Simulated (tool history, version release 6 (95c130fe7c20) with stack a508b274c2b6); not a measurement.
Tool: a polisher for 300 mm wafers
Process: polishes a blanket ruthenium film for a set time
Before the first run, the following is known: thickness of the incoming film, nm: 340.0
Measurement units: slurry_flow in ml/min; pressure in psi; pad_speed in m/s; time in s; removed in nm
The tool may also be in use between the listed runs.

Run 1, hour 0.0: slurry_flow 240 ml/min, pressure 1.4 psi, pad_speed 0.88 m/s, time 47 s. Result: removed 29.914 nm.
Run 2, hour 4.9: slurry_flow 240 ml/min, pressure 1.1 psi, pad_speed 0.88 m/s, time 47 s. Result: removed 23.980 nm.
Run 3, hour 12.3: slurry_flow 240 ml/min, pressure 0.9 psi, pad_speed 0.88 m/s, time 47 s. Result: removed 19.886 nm.
Run 4, hour 16.3: slurry_flow 240 ml/min, pressure 0.6 psi, pad_speed 0.88 m/s, time 47 s. Result: removed 13.705 nm.
Run 5, hour 17.3: slurry_flow 245 ml/min, pressure 0.7 psi, pad_speed 0.88 m/s, time 47 s. Result: removed 15.417 nm.
Run 6, hour 22.9: slurry_flow 185 ml/min, pressure 0.7 psi, pad_speed 0.88 m/s, time 47 s. Result: removed 14.924 nm.
Run 7, hour 25.9: slurry_flow 190 ml/min, pressure 0.7 psi, pad_speed 0.88 m/s, time 47 s. Result: removed 15.278 nm.

Predict the results of run 8:
Run 8, hour 32.5: slurry_flow 190 ml/min, pressure 0.8 psi, pad_speed 0.88 m/s, time 47 s. Result: removed ?.

{"run 8": {"removed": 16.97}}

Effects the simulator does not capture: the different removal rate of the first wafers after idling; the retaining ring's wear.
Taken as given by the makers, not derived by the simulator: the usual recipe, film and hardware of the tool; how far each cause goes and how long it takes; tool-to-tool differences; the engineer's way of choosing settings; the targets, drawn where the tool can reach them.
